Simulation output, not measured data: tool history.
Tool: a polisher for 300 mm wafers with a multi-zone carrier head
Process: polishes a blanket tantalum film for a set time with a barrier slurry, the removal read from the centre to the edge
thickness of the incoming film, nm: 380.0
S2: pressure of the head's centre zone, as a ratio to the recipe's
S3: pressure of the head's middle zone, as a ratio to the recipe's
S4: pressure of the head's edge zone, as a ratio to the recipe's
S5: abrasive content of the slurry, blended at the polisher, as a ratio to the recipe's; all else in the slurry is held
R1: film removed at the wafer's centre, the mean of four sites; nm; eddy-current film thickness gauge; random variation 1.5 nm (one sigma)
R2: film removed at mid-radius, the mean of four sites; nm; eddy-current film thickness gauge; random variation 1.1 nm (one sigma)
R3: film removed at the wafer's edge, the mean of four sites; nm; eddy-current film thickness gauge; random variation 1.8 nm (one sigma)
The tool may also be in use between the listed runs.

run 1 hour=0.0 | flow_of_slurry_(ml/min)=310 S2=1.00 S3=1.00 S4=1.00 S5=1.00 polishing_time_(s)=58 | R1=108.40 R2=105.31 R3=109.88
run 2 hour=5.5 | flow_of_slurry_(ml/min)=310 S2=0.99 S3=0.99 S4=1.02 S5=1.05 polishing_time_(s)=58 | R1=109.28 R2=107.19 R3=110.64
run 3 hour=6.6 | flow_of_slurry_(ml/min)=300 S2=0.98 S3=0.97 S4=1.04 S5=1.05 polishing_time_(s)=60 | R1=111.54 R2=108.74 R3=113.51
run 4 hour=7.3 | flow_of_slurry_(ml/min)=300 S2=0.98 S3=0.97 S4=0.96 S5=1.05 polishing_time_(s)=60 | R1=111.28 R2=106.14 R3=110.80
run 5 hour=10.9 | flow_of_slurry_(ml/min)=340 S2=0.98 S3=0.97 S4=0.96 S5=1.05 polishing_time_(s)=60 | R1=114.16 R2=110.53 R3=109.72
run 6 hour=12.6 | flow_of_slurry_(ml/min)=395 S2=0.98 S3=0.97 S4=0.96 S5=1.05 polishing_time_(s)=60 | R1=112.49 R2=113.35 R3=112.85
run 7 hour=15.9 | flow_of_slurry_(ml/min)=385 S2=0.97 S3=0.95 S4=0.99 S5=1.10 polishing_time_(s)=61 | R1=116.30 R2=112.19 R3=118.42
-- hour=19.7 slurry nozzle cleaned
run 8 hour=19.7 | flow_of_slurry_(ml/min)=390 S2=0.97 S3=0.95 S4=1.01 S5=1.15 polishing_time_(s)=61 | R1=118.29 R2=115.36 R3=124.15
run 9 hour=23.4 | flow_of_slurry_(ml/min)=410 S2=1.00 S3=0.94 S4=1.11 S5=1.25 polishing_time_(s)=61 | R1=126.28 R2=117.10 R3=135.19

Forecast run 10:
run 10 hour=29.3 | flow_of_slurry_(ml/min)=410 S2=1.00 S3=0.94 S4=1.12 S5=1.25 polishing_time_(s)=61 | R1=? R2=? R3=?

Run 10 gave R1 125.24 nm, R2 116.83 nm, R3 130.28 nm.
